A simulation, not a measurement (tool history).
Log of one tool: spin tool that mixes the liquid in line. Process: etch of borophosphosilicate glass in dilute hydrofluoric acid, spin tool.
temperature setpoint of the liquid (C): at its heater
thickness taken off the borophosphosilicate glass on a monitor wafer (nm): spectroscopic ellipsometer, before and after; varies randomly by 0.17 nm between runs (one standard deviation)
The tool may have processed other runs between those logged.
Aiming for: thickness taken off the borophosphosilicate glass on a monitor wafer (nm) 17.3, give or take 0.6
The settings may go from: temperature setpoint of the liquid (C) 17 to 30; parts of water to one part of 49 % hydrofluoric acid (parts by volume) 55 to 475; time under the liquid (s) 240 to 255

run  hour  temperature setpoint of the liquid (C)  parts of water to one part of 49 % hydrofluoric acid (parts by volume)  time under the liquid (s)  thickness taken off the borophosphosilicate glass on a monitor wafer (nm)
  1     0                                      22                                                                     265                        240                                                                     20.004
  2   1.4                                      22                                                                     265                        255                                                                     21.268
  3   3.6                                      22                                                                     345                        255                                                                     15.259
  4  10.7                                      22                                                                     405                        255                                                                     12.329
  5  15.3                                      24                                                                     400                        255                                                                     13.317
  6  20.3                                    25.5                                                                     400                        255                                                                     14.168
  7  23.4                                    26.5                                                                     395                        255                                                                     14.783
  8    29                                    27.5                                                                     390                        255                                                                     15.736
  9  30.7                                      28                                                                     390                        255                                                                     15.838
 10  36.2                                    28.5                                                                     390                        255                                                                     15.779
 11    37                                      29                                                                     385                        255                                                                     16.485

Pick the move, out of 4, that brings all results within their allowed miss; only one does.
  A  37.8                                      29                                                                     415                        255                                                                          ?
  B  37.8                                    23.5                                                                     330                        255                                                                          ?
  C  37.8                                    28.5                                                                     385                        255                                                                          ?
  D  37.8                                    29.5                                                                     390                        250                                                                          ?

move  thickness taken off the borophosphosilicate glass on a monitor wafer (nm)
   A                                                                     14.957
   B                                                                     17.075
   C                                                                     16.349
   D                                                                     16.239
A: its largest miss is bigger than the last run's
B: in spec on every target
C: its largest miss is bigger than the last run's
D: its largest miss is bigger than the last run's
So the answer is move B, the one that meets all the targets.
